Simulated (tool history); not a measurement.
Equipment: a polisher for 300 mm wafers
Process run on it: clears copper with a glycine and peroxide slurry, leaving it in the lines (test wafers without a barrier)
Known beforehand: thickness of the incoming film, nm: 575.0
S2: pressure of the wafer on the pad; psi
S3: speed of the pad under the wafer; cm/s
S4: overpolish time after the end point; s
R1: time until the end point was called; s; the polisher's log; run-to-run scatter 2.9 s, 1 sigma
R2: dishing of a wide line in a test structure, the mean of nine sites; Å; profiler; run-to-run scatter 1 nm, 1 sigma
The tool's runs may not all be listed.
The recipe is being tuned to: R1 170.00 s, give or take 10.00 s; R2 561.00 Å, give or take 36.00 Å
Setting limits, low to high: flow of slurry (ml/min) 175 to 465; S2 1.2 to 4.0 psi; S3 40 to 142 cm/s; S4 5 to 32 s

{"run": 1, "day": 0.0, "flow of slurry (ml/min)": 295, "S2": 2.6, "S3": 90, "S4": 16, "R1": 117.75, "R2": 479.58}
{"run": 2, "day": 0.138, "flow of slurry (ml/min)": 295, "S2": 2.3, "S3": 88, "S4": 19, "R1": 132.86, "R2": 510.52}
{"run": 3, "day": 0.4, "flow of slurry (ml/min)": 295, "S2": 2.1, "S3": 86, "S4": 21, "R1": 142.08, "R2": 530.59}
{"run": 4, "day": 0.529, "flow of slurry (ml/min)": 295, "S2": 1.9, "S3": 84, "S4": 22, "R1": 152.1, "R2": 507.73}
{"run": 5, "day": 0.758, "flow of slurry (ml/min)": 295, "S2": 1.5, "S3": 84, "S4": 22, "R1": 176.88, "R2": 448.28}
{"run": 6, "day": 0.979, "flow of slurry (ml/min)": 295, "S2": 1.5, "S3": 84, "S4": 23, "R1": 177.19, "R2": 455.02}
{"run": 7, "day": 1.112, "flow of slurry (ml/min)": 295, "S2": 1.5, "S3": 84, "S4": 23, "R1": 174.97, "R2": 470.1}
{"run": 8, "day": 1.279, "flow of slurry (ml/min)": 295, "S2": 1.5, "S3": 84, "S4": 24, "R1": 176.98, "R2": 486.2}

Of the 4 settings listed for the next run, only one would bring every result within its allowed miss of target. Which one?
{"run": "A", "day": 1.446, "flow of slurry (ml/min)": 320, "S2": 1.8, "S3": 76, "S4": 20, "R1": "?", "R2": "?"}
{"run": "B", "day": 1.446, "flow of slurry (ml/min)": 200, "S2": 1.8, "S3": 74, "S4": 24, "R1": "?", "R2": "?"}
{"run": "C", "day": 1.446, "flow of slurry (ml/min)": 190, "S2": 1.9, "S3": 84, "S4": 27, "R1": "?", "R2": "?"}
{"run": "D", "day": 1.446, "flow of slurry (ml/min)": 325, "S2": 1.7, "S3": 72, "S4": 25, "R1": "?", "R2": "?"}

move=A R1=170.22 R2=431.71
move=B R1=188.25 R2=462.00
move=C R1=168.61 R2=550.56
move=D R1=181.95 R2=490.42
A: moves away from the targets compared with the last run
B: moves away from the targets compared with the last run
C: hits every target within its allowed miss
D: closes in on the targets versus the last run, not all within tolerance yet
So the answer is move C, the one that meets all the targets.

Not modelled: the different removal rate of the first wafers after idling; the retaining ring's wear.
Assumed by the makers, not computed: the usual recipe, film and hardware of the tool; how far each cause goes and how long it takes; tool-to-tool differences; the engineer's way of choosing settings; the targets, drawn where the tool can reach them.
